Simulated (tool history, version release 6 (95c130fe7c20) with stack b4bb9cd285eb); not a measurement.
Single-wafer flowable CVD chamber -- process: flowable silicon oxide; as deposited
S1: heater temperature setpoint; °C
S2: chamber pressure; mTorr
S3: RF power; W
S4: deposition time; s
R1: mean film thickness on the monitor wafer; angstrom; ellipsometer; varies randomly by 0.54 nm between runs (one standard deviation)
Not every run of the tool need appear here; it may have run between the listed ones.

{"run": 1, "day": 0.0, "S1": 100, "S2": 932, "S3": 1870, "S4": 195, "R1": 1385.6}
{"run": 2, "day": 0.033, "S1": 100, "S2": 932, "S3": 1870, "S4": 195, "R1": 1384.7}
{"run": 3, "day": 0.154, "S1": 100, "S2": 872, "S3": 1870, "S4": 195, "R1": 1302.3}
{"run": 4, "day": 0.254, "S1": 97, "S2": 872, "S3": 1870, "S4": 195, "R1": 1426.2}
{"run": 5, "day": 0.438, "S1": 95, "S2": 872, "S3": 1870, "S4": 195, "R1": 1513.8}
{"run": 6, "day": 0.7, "S1": 93, "S2": 872, "S3": 1870, "S4": 195, "R1": 1624.3}

The next listed run, before its measurement:
{"run": 7, "day": 1.021, "S1": 91, "S2": 872, "S3": 1870, "S4": 195, "R1": "?"}

Logged for run 7: R1 1735.4 angstrom.
